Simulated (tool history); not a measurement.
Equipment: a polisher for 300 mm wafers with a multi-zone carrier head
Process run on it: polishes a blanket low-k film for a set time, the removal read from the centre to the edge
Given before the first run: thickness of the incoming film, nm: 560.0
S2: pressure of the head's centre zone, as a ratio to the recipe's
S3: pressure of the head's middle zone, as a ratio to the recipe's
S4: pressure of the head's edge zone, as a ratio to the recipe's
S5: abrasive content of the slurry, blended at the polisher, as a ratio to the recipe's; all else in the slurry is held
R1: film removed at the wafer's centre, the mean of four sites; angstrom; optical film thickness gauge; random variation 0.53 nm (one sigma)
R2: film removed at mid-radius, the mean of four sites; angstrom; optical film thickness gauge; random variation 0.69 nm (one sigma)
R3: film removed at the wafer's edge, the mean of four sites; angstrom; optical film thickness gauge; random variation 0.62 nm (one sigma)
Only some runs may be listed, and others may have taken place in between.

run 1 day=0 | flow_of_slurry_(ml/min)=215 S2=1 S3=1 S4=1 S5=1 polishing_time_(s)=80 | R1=427.93 R2=423.81 R3=416.13
run 2 day=0.096 | flow_of_slurry_(ml/min)=215 S2=1 S3=1 S4=1 S5=1 polishing_time_(s)=63 | R1=335.61 R2=330.84 R3=330.32
run 3 day=0.212 | flow_of_slurry_(ml/min)=215 S2=1 S3=0.94 S4=1 S5=1 polishing_time_(s)=63 | R1=333.34 R2=318.18 R3=331.36
run 4 day=0.562 | flow_of_slurry_(ml/min)=215 S2=1 S3=0.89 S4=1 S5=1 polishing_time_(s)=63 | R1=336.88 R2=297.69 R3=331.21
run 5 day=0.717 | flow_of_slurry_(ml/min)=215 S2=0.97 S3=0.94 S4=1.05 S5=1.15 polishing_time_(s)=73 | R1=393.71 R2=385.36 R3=411.91
run 6 day=1.075 | flow_of_slurry_(ml/min)=215 S2=0.97 S3=1 S4=1.05 S5=1.15 polishing_time_(s)=73 | R1=399.46 R2=403.1 R3=405.15
run 7 day=1.362 | flow_of_slurry_(ml/min)=225 S2=0.87 S3=1.05 S4=1.15 S5=1.4 polishing_time_(s)=95 | R1=500.57 R2=594.59 R3=599.74

The next listed run, before its measurement:
run 8 day=1.538 | flow_of_slurry_(ml/min)=235 S2=0.88 S3=1.05 S4=1.16 S5=1.45 polishing_time_(s)=97 | R1=? R2=? R3=?

For run 8 the tool returned R1 517.88 angstrom, R2 620.01 angstrom, R3 631.08 angstrom.

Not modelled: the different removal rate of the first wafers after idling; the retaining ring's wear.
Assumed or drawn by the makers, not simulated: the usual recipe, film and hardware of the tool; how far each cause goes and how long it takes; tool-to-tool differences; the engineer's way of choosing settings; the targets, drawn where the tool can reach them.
